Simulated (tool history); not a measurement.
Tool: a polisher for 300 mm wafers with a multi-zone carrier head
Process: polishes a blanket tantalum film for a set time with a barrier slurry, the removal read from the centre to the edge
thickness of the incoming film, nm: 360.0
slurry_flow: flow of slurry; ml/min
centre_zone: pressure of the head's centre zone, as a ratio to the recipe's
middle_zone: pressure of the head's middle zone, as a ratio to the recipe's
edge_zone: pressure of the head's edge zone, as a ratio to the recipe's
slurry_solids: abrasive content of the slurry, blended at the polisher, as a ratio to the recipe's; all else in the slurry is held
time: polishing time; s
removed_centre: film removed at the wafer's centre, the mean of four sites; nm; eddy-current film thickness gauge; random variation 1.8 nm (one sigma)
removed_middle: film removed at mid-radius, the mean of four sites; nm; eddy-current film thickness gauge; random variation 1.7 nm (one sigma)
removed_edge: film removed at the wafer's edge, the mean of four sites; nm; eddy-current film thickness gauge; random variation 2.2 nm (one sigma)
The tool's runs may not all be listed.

run 1 hour=0 | slurry_flow=175 centre_zone=1 middle_zone=1 edge_zone=1 slurry_solids=1 time=51 | removed_centre=134.03 removed_middle=122.69 removed_edge=118.03
run 2 hour=4.8 | slurry_flow=175 centre_zone=1 middle_zone=1 edge_zone=1 slurry_solids=1 time=46 | removed_centre=123.81 removed_middle=109.18 removed_edge=107.13
run 3 hour=13.8 | slurry_flow=175 centre_zone=1 middle_zone=1 edge_zone=1.07 slurry_solids=1 time=46 | removed_centre=122.04 removed_middle=108.27 removed_edge=112.33
run 4 hour=21.9 | slurry_flow=175 centre_zone=1 middle_zone=0.94 edge_zone=1.07 slurry_solids=1 time=46 | removed_centre=121.67 removed_middle=104.35 removed_edge=114.01
run 5 hour=29.8 | slurry_flow=180 centre_zone=1 middle_zone=0.98 edge_zone=1.08 slurry_solids=1.1 time=47 | removed_centre=131.76 removed_middle=113.31 removed_edge=120.62
run 6 hour=33.2 | slurry_flow=185 centre_zone=0.98 middle_zone=1.02 edge_zone=1.09 slurry_solids=1.2 time=48 | removed_centre=132.81 removed_middle=122.14 removed_edge=123.9
-- hour=36.4 centre zone pressure recalibrated
run 7 hour=36.4 | slurry_flow=200 centre_zone=1 middle_zone=1.1 edge_zone=1.15 slurry_solids=1.45 time=55 | removed_centre=150.25 removed_middle=154.61 removed_edge=152.49
run 8 hour=38 | slurry_flow=205 centre_zone=1.01 middle_zone=1.1 edge_zone=1.14 slurry_solids=1.45 time=55 | removed_centre=151.58 removed_middle=158.45 removed_edge=151.12

Run 9 comes next. What will it give?
run 9 hour=40.7 | slurry_flow=205 centre_zone=1.02 middle_zone=1.09 edge_zone=1.14 slurry_solids=1.45 time=55 | removed_centre=? removed_middle=? removed_edge=?

{"run 9": {"removed_centre": 151.21, "removed_middle": 154.98, "removed_edge": 152.28}}
